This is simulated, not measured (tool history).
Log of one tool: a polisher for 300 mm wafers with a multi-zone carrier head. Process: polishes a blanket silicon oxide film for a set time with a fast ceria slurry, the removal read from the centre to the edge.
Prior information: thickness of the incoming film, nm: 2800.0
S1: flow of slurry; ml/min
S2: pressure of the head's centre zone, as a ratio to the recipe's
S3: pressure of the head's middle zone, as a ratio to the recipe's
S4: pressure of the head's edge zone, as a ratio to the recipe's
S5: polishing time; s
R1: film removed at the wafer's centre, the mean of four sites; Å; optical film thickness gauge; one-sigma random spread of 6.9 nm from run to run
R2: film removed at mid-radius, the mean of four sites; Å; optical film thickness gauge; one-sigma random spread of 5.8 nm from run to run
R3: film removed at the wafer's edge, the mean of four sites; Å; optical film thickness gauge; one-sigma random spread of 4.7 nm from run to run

run	hour	S1	S2	S3	S4	S5	R1	R2	R3
1	0.0	140	1.00	1.00	1.00	49	10507.0	10965.0	10848.0
2	3.0	140	1.00	1.00	0.94	49	10552.0	10759.0	10453.0
3	6.8	105	1.00	1.00	0.94	49	10087.0	10378.0	10233.0
4	11.4	105	1.00	0.93	0.94	49	10275.0	9830.8	10309.0
5	12.0	100	0.95	0.97	0.89	40	7748.0	8279.0	8082.7
6	17.7	100	0.92	0.99	0.87	34	6509.1	7086.2	6856.3
7	18.5	100	0.92	0.99	0.87	34	6516.6	7145.3	6788.6
8	21.0	100	0.89	1.01	0.86	31	5569.2	6602.1	6131.4

What will run 9 give?
9	24.9	100	0.88	1.02	0.85	29	?	?	?

R1: 5205.4 Å
R2: 6287.1 Å
R3: 5738.0 Å

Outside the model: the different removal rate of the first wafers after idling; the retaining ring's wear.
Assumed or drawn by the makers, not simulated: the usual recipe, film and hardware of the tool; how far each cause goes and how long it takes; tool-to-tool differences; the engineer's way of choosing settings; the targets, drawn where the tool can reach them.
